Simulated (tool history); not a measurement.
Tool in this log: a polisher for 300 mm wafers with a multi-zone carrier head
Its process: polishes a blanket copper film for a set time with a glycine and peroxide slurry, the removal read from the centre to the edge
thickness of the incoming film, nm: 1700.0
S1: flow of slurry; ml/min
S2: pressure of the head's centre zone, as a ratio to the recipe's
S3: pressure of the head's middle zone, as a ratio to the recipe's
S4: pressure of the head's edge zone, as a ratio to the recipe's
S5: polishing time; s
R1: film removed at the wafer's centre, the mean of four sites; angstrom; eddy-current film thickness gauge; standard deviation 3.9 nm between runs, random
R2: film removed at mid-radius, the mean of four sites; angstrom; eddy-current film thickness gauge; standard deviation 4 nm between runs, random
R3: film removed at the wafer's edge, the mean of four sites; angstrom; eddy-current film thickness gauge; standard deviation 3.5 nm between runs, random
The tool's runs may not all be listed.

run  hour   S1    S2    S3    S4  S5      R1      R2      R3
  1   0.0  305  1.00  1.00  1.00  59  3790.5  3846.4  3828.0
  2   2.7  305  1.03  1.00  1.00  59  3877.6  3824.3  3835.3
  3   9.3  305  1.03  1.06  1.00  59  3899.0  4027.0  3861.6
  4  11.0  275  1.03  1.06  1.00  59  3870.3  3990.4  3834.9
  5  11.7  275  0.98  1.06  1.00  59  3635.0  3986.0  3795.5
  6  16.4  275  0.91  1.06  1.00  59  3394.5  3986.3  3825.3

Forecast run 7:
  7  18.7  310  0.95  1.10  1.02  64   ?   ?   ?

Logged for run 7: R1 3902.2 angstrom, R2 4493.4 angstrom, R3 4207.6 angstrom.
